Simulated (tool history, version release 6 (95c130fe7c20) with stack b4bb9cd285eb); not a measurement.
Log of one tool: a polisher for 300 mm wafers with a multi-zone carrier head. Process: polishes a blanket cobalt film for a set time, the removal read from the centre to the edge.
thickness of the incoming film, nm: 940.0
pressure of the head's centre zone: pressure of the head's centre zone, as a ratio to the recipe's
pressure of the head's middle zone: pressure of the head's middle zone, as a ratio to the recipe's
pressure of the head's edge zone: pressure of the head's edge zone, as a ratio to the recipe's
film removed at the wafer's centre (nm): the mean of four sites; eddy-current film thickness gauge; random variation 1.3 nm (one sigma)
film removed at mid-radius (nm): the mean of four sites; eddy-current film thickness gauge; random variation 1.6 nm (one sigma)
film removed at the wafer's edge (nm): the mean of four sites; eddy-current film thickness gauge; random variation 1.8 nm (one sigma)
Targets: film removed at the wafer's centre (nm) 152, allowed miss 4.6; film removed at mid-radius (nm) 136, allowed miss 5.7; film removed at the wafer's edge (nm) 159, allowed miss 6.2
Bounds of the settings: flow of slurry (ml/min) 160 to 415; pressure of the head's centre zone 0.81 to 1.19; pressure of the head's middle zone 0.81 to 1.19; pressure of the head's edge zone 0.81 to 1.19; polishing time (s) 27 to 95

run	hour	flow of slurry (ml/min)	pressure of the head's centre zone	pressure of the head's middle zone	pressure of the head's edge zone	polishing time (s)	film removed at the wafer's centre (nm)	film removed at mid-radius (nm)	film removed at the wafer's edge (nm)
1	0	265	1	1	1	61	194.78	189.76	199.04
2	5.7	265	1	1.04	1	61	194.51	196.66	196.12
3	6.9	265	1	1.02	0.99	59	187.68	191.04	187.16
4	13.6	260	1	1	0.99	58	180.43	183.02	180.6
5	21.7	260	1	1	1.02	58	182.06	181.74	188.72
6	29	260	1.03	1	1.02	58	189.65	183.21	187.05
7	36.7	260	1.03	0.98	1.02	57	184.51	175.11	185.96
8	41.8	255	1.03	0.96	1.01	56	181.57	170.27	182.23

Which of these 4 next moves meets every target?
A	46.9	305	0.99	0.86	1.02	48	?	?	?
B	46.9	220	0.89	0.97	1.11	51	?	?	?
C	46.9	245	0.88	0.94	1.13	52	?	?	?
D	46.9	280	1.06	0.95	1.02	42	?	?	?

move	film removed at the wafer's centre (nm)	film removed at mid-radius (nm)	film removed at the wafer's edge (nm)
A	151.71	134.56	156.48
B	140.2	153.48	168.52
C	142.94	154.02	174.65
D	141.16	126.92	136.01
A: meets every target
B: takes the result that was furthest off past its target
C: takes the result that was furthest off past its target
D: takes the result that was furthest off past its target
Answer: A
